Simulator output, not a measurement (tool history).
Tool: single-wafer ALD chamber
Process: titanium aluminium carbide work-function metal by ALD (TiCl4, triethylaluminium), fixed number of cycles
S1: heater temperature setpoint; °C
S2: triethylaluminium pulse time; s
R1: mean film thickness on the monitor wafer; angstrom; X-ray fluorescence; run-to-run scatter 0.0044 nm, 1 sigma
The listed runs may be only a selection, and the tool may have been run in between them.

run 1 hour=0.0 | S1=285 S2=8.99 | R1=17.623
run 2 hour=2.0 | S1=280 S2=8.99 | R1=17.221
run 3 hour=9.4 | S1=280 S2=11.47 | R1=17.721
run 4 hour=16.8 | S1=269 S2=11.47 | R1=16.791
run 5 hour=18.0 | S1=275 S2=12.06 | R1=17.387
run 6 hour=21.3 | S1=271 S2=12.06 | R1=17.067
run 7 hour=30.1 | S1=277 S2=12.61 | R1=17.450
run 8 hour=32.8 | S1=284 S2=13.13 | R1=18.241
run 9 hour=34.4 | S1=287 S2=13.48 | R1=18.475
run 10 hour=41.4 | S1=290 S2=13.79 | R1=18.684

Run 11, settings as shown, results not yet in. Your forecast:
run 11 hour=48.6 | S1=293 S2=14.02 | R1=?

Run 11 came out at R1 18.891 angstrom.
